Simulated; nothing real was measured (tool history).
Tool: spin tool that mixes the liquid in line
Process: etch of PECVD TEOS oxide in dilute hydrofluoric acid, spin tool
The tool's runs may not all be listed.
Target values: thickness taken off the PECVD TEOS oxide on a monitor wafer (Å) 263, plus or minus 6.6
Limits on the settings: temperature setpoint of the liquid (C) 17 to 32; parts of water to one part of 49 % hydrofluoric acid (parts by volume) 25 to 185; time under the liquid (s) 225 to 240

run	hour	temperature setpoint of the liquid (C)	parts of water to one part of 49 % hydrofluoric acid (parts by volume)	time under the liquid (s)	thickness taken off the PECVD TEOS oxide on a monitor wafer (Å)
1	0	24	105	225	208.14
2	7.1	24	105	225	209.17
3	15.2	24	105	225	207.03
4	22	27	105	225	236.69
5	24.2	27.5	105	225	236.77
6	26.3	28	105	225	241.93
7	30.1	28.5	105	225	247.9
8	38.3	29	105	225	250.97

Below are 4 possible settings for the next run. Only one of them brings all results inside the allowed miss of their targets. Which is it?
A	46.5	31	110	230	?
B	46.5	27.5	95	235	?
C	46.5	28	100	240	?
D	46.5	25.5	100	230	?

move	thickness taken off the PECVD TEOS oxide on a monitor wafer (Å)
A	265.54
B	281.12
C	276.16
D	240.29
A: all results land within tolerance of their targets
B: carries the result that was furthest off beyond its target, to the other side
C: carries the result that was furthest off beyond its target, to the other side
D: lands further from the targets than the last run did
Move A is the one to make.
